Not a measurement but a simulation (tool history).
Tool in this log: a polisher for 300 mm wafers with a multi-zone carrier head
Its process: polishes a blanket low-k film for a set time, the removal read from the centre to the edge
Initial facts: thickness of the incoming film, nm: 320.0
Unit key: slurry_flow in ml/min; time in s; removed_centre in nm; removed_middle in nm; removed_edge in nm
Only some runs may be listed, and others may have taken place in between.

run	day	slurry_flow	centre_zone	middle_zone	edge_zone	slurry_solids	time	removed_centre	removed_middle	removed_edge
1	0.000	315	1.00	1.00	1.00	1.00	63	26.739	27.667	26.576
2	0.188	315	1.00	1.00	0.92	1.00	63	26.631	28.009	25.272
3	0.483	315	1.00	0.92	0.92	1.00	63	27.045	25.960	25.937
4	0.550	325	1.03	0.97	0.94	1.10	63	28.727	28.136	27.046
5	0.642	330	1.06	1.01	0.95	1.15	63	30.751	30.395	27.504
6	0.696	330	1.06	0.96	0.95	1.15	63	29.952	28.926	27.730
7	1.008	335	1.08	1.01	0.97	1.20	63	32.158	30.639	28.610
8	1.133	340	1.08	1.05	0.98	1.25	63	32.711	32.440	29.277

Forecast run 9:
9	1.404	345	1.09	1.08	0.98	1.30	63	?	?	?

Run 9 measured removed_centre 33.783 nm, removed_middle 33.099 nm, removed_edge 30.012 nm.

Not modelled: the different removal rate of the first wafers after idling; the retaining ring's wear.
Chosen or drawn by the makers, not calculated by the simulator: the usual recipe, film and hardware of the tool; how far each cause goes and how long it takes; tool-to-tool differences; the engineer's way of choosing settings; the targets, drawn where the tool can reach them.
